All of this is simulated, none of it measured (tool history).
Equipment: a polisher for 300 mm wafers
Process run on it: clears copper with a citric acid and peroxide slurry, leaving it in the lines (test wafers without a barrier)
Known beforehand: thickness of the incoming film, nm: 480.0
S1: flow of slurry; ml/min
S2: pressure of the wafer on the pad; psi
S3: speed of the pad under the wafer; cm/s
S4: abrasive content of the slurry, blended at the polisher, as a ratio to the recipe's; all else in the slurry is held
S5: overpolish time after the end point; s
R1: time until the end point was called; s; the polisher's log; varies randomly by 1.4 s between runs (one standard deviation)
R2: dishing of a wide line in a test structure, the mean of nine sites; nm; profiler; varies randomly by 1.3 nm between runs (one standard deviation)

{"run": 1, "hour": 0.0, "S1": 245, "S2": 3.9, "S3": 130, "S4": 1, "S5": 28, "R1": 114.29, "R2": 74.693}
{"run": 2, "hour": 7.6, "S1": 245, "S2": 4.1, "S3": 132, "S4": 1, "S5": 24, "R1": 109.88, "R2": 67.301}
{"run": 3, "hour": 9.6, "S1": 245, "S2": 4.1, "S3": 132, "S4": 0.9, "S5": 24, "R1": 111.65, "R2": 68.623}
{"run": 4, "hour": 15.4, "S1": 250, "S2": 4.3, "S3": 132, "S4": 0.9, "S5": 21, "R1": 110.29, "R2": 62.405}
{"run": 5, "hour": 21.7, "S1": 250, "S2": 4.3, "S3": 108, "S4": 0.9, "S5": 21, "R1": 132.74, "R2": 52.667}
{"run": 6, "hour": 30.6, "S1": 250, "S2": 4.6, "S3": 110, "S4": 0.9, "S5": 19, "R1": 120.46, "R2": 50.941}
{"run": 7, "hour": 33.9, "S1": 250, "S2": 4.6, "S3": 110, "S4": 0.9, "S5": 19, "R1": 120.87, "R2": 52.735}
{"run": 8, "hour": 37.4, "S1": 250, "S2": 4.9, "S3": 110, "S4": 0.9, "S5": 18, "R1": 110.12, "R2": 52.103}
{"run": 9, "hour": 39.0, "S1": 250, "S2": 5.1, "S3": 110, "S4": 0.9, "S5": 17, "R1": 108.4, "R2": 51.74}
{"run": 10, "hour": 41.3, "S1": 250, "S2": 5.3, "S3": 110, "S4": 0.9, "S5": 16, "R1": 104.86, "R2": 50.988}

Expected results for the next run?
{"run": 11, "hour": 46.8, "S1": 250, "S2": 6.1, "S3": 118, "S4": 0.9, "S5": 11, "R1": "?", "R2": "?"}

{"run 11": {"R1": 83.441, "R2": 45.52}}

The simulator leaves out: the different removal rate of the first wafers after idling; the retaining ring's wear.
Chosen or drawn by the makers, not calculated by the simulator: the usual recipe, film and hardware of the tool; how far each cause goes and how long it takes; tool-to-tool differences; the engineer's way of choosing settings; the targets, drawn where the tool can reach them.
